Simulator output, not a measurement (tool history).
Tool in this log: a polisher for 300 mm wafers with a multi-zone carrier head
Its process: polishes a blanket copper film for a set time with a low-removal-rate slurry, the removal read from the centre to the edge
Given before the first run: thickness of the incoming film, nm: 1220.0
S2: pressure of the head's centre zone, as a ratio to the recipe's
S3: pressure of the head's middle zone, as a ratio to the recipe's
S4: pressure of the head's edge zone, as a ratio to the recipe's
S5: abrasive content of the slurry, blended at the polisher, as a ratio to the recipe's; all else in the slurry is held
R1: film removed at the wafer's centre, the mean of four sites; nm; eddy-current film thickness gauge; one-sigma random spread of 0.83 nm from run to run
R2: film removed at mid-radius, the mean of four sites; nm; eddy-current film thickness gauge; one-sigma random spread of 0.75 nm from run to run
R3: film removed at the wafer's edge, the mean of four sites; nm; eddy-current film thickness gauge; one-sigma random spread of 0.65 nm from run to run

run 1 hour=0.0 | flow_of_slurry_(ml/min)=170 S2=1.00 S3=1.00 S4=1.00 S5=1.00 polishing_time_(s)=49 | R1=160.50 R2=165.85 R3=161.61
run 2 hour=2.3 | flow_of_slurry_(ml/min)=165 S2=1.00 S3=0.98 S4=0.97 S5=0.90 polishing_time_(s)=47 | R1=150.17 R2=153.19 R3=146.52
run 3 hour=10.9 | flow_of_slurry_(ml/min)=155 S2=0.99 S3=0.95 S4=0.95 S5=0.80 polishing_time_(s)=46 | R1=137.64 R2=139.45 R3=138.10
run 4 hour=19.5 | flow_of_slurry_(ml/min)=155 S2=0.99 S3=0.95 S4=0.95 S5=0.95 polishing_time_(s)=46 | R1=145.32 R2=146.15 R3=143.77
run 5 hour=25.0 | flow_of_slurry_(ml/min)=155 S2=0.91 S3=0.95 S4=0.95 S5=0.95 polishing_time_(s)=46 | R1=132.01 R2=145.38 R3=143.42
run 6 hour=28.3 | flow_of_slurry_(ml/min)=185 S2=0.91 S3=0.95 S4=0.95 S5=0.95 polishing_time_(s)=46 | R1=137.04 R2=148.74 R3=145.53
run 7 hour=34.7 | flow_of_slurry_(ml/min)=185 S2=0.92 S3=0.93 S4=0.92 S5=0.85 polishing_time_(s)=44 | R1=130.34 R2=137.32 R3=134.72
run 8 hour=35.9 | flow_of_slurry_(ml/min)=180 S2=0.93 S3=0.92 S4=0.90 S5=0.80 polishing_time_(s)=43 | R1=126.05 R2=131.04 R3=127.66
run 9 hour=38.6 | flow_of_slurry_(ml/min)=175 S2=0.94 S3=0.91 S4=0.88 S5=0.75 polishing_time_(s)=42 | R1=122.43 R2=125.38 R3=120.27

Run 10, settings as shown, results not yet in. Your forecast:
run 10 hour=45.0 | flow_of_slurry_(ml/min)=165 S2=0.95 S3=0.90 S4=0.87 S5=0.70 polishing_time_(s)=42 | R1=? R2=? R3=?

Run 10 produced R1 120.44 nm, R2 119.63 nm, R3 119.33 nm.
